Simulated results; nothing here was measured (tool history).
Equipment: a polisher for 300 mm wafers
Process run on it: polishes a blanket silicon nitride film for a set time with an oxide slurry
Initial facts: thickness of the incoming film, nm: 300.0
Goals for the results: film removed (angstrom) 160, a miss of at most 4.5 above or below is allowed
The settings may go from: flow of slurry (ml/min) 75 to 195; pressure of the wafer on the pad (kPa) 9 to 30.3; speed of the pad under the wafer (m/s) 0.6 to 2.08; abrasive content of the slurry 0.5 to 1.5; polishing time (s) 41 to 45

run,hour,flow of slurry (ml/min),pressure of the wafer on the pad (kPa),speed of the pad under the wafer (m/s),abrasive content of the slurry,polishing time (s),film removed (angstrom)
1,0,125,19.3,1.34,1,45,306.69
2,3.2,120,17.9,1.32,1,45,281.85
3,8.3,145,17.9,1.32,1,45,296.04
4,11.8,145,17.9,1.32,1,41,267.09
5,20.2,145,17.9,1.2,1,41,257.57
6,28.7,145,17.9,1.2,1,41,251.21
7,36.2,140,16.5,1.2,1,41,235.21
8,38.8,140,16.5,1.2,1,41,237.23
9,44.4,135,15.2,1.2,1,41,217.36
10,50.7,130,14.5,1.2,1,41,210.16
11,54.4,105,9,1.18,1,41,136.21
12,62.9,110,9,1.18,1,41,140.95

4 candidate next runs follow, results not yet known. Just one meets every target within its allowed miss. Identify it.
A,71.4,120,9.7,1.42,0.85,44,?
B,71.4,120,9,0.86,1,43,?
C,71.4,110,9.7,1.06,1.15,45,?
D,71.4,85,9.7,1.18,1,41,?

move,film removed (angstrom)
A,170.08
B,125.72
C,158.94
D,136.03
A: pushes the last run's worst result past its target
B: further off than the last run
C: hits every target within its allowed miss
D: further off than the last run
Move C is the one to make.
